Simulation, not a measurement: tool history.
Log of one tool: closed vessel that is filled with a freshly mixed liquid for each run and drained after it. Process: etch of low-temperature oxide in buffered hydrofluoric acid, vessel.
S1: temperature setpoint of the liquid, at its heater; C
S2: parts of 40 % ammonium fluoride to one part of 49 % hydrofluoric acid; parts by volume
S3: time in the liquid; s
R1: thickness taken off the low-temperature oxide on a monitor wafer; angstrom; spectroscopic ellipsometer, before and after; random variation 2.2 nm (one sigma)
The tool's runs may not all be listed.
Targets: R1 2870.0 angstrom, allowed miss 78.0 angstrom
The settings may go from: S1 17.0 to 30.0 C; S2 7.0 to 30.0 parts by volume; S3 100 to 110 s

run  hour    S1    S2   S3      R1
  1   0.0  22.0  19.0  100  2215.5
  2   3.3  22.5  19.0  100  2313.0
  3  11.7  23.0  19.0  100  2392.5
  4  15.0  20.0  19.0  100  2027.3
  5  23.7  20.5  19.0  100  2087.8
  6  27.5  20.5  19.0  110  2268.7
  7  31.2  21.0  19.0  110  2342.3
  8  33.8  21.0  19.0  110  2331.6
  9  34.5  21.5  19.0  110  2394.8
 10  43.0  22.0  19.0  110  2464.1
 11  49.1  22.5  19.0  110  2543.0
 12  53.9  24.0  19.0  110  2743.4

4 next moves are on the table. One of them brings every result within its allowed miss. Which?
  A  58.7  23.5  18.0  100   ?
  B  58.7  19.5  15.5  110   ?
  C  58.7  23.5  17.5  100   ?
  D  58.7  24.0  16.5  100   ?

move      R1
   A  2579.8
   B  2633.0
   C  2652.4
   D  2888.7
A: further off than the last run
B: further off than the last run
C: further off than the last run
D: meets every target
The right move is D.
